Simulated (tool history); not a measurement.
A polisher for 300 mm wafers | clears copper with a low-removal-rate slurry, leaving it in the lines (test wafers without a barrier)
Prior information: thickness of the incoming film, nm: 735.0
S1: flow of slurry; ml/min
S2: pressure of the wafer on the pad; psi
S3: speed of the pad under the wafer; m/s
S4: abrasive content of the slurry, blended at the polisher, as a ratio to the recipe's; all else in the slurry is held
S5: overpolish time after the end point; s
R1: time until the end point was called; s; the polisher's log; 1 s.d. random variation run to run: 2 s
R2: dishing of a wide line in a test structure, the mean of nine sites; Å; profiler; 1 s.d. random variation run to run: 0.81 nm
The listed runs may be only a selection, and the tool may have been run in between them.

| run | day | S1 | S2 | S3 | S4 | S5 | R1 | R2 |
|---|---|---|---|---|---|---|---|---|
| 1 | 0 | 165 | 3.9 | 1.16 | 1 | 28 | 141.2 | 622.98 |
| 2 | 0.242 | 165 | 3.9 | 1.28 | 1 | 28 | 125.26 | 640.15 |
| 3 | 0.433 | 150 | 3.5 | 1.38 | 0.95 | 22 | 129.75 | 562.36 |
| 4 | 0.629 | 150 | 3.5 | 1.38 | 0.75 | 22 | 138.11 | 546.89 |
| 5 | 0.654 | 145 | 3.2 | 1.46 | 0.75 | 18 | 142.24 | 476.34 |
| 6 | 0.946 | 145 | 3.1 | 1.5 | 0.7 | 15 | 144.25 | 393.12 |
| 7 | 1.242 | 145 | 3.1 | 1.5 | 0.7 | 14 | 144.55 | 388.63 |
| 8 | 1.546 | 145 | 3.2 | 1.5 | 0.7 | 9 | 141.97 | 293.31 |

Predict the results of run 9:
| 9 | 1.888 | 145 | 3.2 | 1.52 | 0.7 | 10 | ? | ? |

Run 9 yielded R1 143.08 s, R2 321.7 Å.
